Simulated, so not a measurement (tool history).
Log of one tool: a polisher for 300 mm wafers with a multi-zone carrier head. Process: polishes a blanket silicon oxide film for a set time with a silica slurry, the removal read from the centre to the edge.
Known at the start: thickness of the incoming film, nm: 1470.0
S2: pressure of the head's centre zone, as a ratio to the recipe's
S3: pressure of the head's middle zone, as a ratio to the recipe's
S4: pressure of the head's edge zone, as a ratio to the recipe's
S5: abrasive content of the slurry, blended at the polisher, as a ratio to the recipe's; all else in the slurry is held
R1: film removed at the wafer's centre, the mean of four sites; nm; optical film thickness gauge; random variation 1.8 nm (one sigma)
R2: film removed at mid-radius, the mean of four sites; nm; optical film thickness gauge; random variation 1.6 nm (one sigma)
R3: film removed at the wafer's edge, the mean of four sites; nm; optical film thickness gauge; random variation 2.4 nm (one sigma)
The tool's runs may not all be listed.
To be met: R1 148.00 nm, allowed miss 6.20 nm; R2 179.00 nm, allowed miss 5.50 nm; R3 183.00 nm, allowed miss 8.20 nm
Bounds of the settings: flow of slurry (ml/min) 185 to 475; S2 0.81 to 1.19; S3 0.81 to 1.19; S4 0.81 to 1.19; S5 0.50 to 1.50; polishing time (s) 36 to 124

{"run": 1, "hour": 0.0, "flow of slurry (ml/min)": 305, "S2": 1.0, "S3": 1.0, "S4": 1.0, "S5": 1.0, "polishing time (s)": 79, "R1": 238.53, "R2": 232.06, "R3": 235.92}
{"run": 2, "hour": 3.4, "flow of slurry (ml/min)": 260, "S2": 1.0, "S3": 1.0, "S4": 1.0, "S5": 1.0, "polishing time (s)": 79, "R1": 229.26, "R2": 225.22, "R3": 236.4}
{"run": 3, "hour": 11.6, "flow of slurry (ml/min)": 255, "S2": 0.97, "S3": 1.0, "S4": 0.99, "S5": 0.95, "polishing time (s)": 79, "R1": 224.02, "R2": 226.46, "R3": 227.58}
{"run": 4, "hour": 18.5, "flow of slurry (ml/min)": 255, "S2": 0.97, "S3": 1.0, "S4": 0.99, "S5": 0.9, "polishing time (s)": 79, "R1": 216.06, "R2": 221.37, "R3": 228.33}
{"run": 5, "hour": 25.8, "flow of slurry (ml/min)": 255, "S2": 0.95, "S3": 1.0, "S4": 0.98, "S5": 0.85, "polishing time (s)": 78, "R1": 209.91, "R2": 212.1, "R3": 217.74}
{"run": 6, "hour": 34.3, "flow of slurry (ml/min)": 245, "S2": 0.93, "S3": 1.01, "S4": 0.99, "S5": 0.8, "polishing time (s)": 77, "R1": 195.03, "R2": 205.44, "R3": 213.27}
{"run": 7, "hour": 37.5, "flow of slurry (ml/min)": 240, "S2": 0.91, "S3": 1.02, "S4": 0.99, "S5": 0.75, "polishing time (s)": 76, "R1": 183.05, "R2": 203.12, "R3": 197.03}
{"run": 8, "hour": 46.4, "flow of slurry (ml/min)": 235, "S2": 0.9, "S3": 1.01, "S4": 1.0, "S5": 0.7, "polishing time (s)": 76, "R1": 170.66, "R2": 195.49, "R3": 198.73}

Which of these 5 next moves meets every target?
{"run": "A", "hour": 55.3, "flow of slurry (ml/min)": 215, "S2": 0.82, "S3": 1.01, "S4": 0.99, "S5": 0.65, "polishing time (s)": 73, "R1": "?", "R2": "?", "R3": "?"}
{"run": "B", "hour": 55.3, "flow of slurry (ml/min)": 200, "S2": 0.9, "S3": 0.82, "S4": 1.03, "S5": 0.55, "polishing time (s)": 88, "R1": "?", "R2": "?", "R3": "?"}
{"run": "C", "hour": 55.3, "flow of slurry (ml/min)": 250, "S2": 0.91, "S3": 0.89, "S4": 1.16, "S5": 0.9, "polishing time (s)": 65, "R1": "?", "R2": "?", "R3": "?"}
{"run": "D", "hour": 55.3, "flow of slurry (ml/min)": 305, "S2": 1.02, "S3": 0.83, "S4": 1.19, "S5": 0.85, "polishing time (s)": 76, "R1": "?", "R2": "?", "R3": "?"}
{"run": "E", "hour": 55.3, "flow of slurry (ml/min)": 195, "S2": 0.81, "S3": 0.9, "S4": 1.13, "S5": 0.8, "polishing time (s)": 69, "R1": "?", "R2": "?", "R3": "?"}

move=A R1=150.08 R2=179.45 R3=178.49
move=B R1=185.57 R2=171.70 R3=206.04
move=C R1=169.04 R2=164.36 R3=195.47
move=D R1=220.99 R2=181.09 R3=229.89
move=E R1=149.39 R2=165.27 R3=193.11
A: meets every target
B: further off than the last run
C: nearer than the last run, and not there yet
D: further off than the last run
E: brings the result that was furthest off to its target, and leaves another outside
Move A is the one to make.

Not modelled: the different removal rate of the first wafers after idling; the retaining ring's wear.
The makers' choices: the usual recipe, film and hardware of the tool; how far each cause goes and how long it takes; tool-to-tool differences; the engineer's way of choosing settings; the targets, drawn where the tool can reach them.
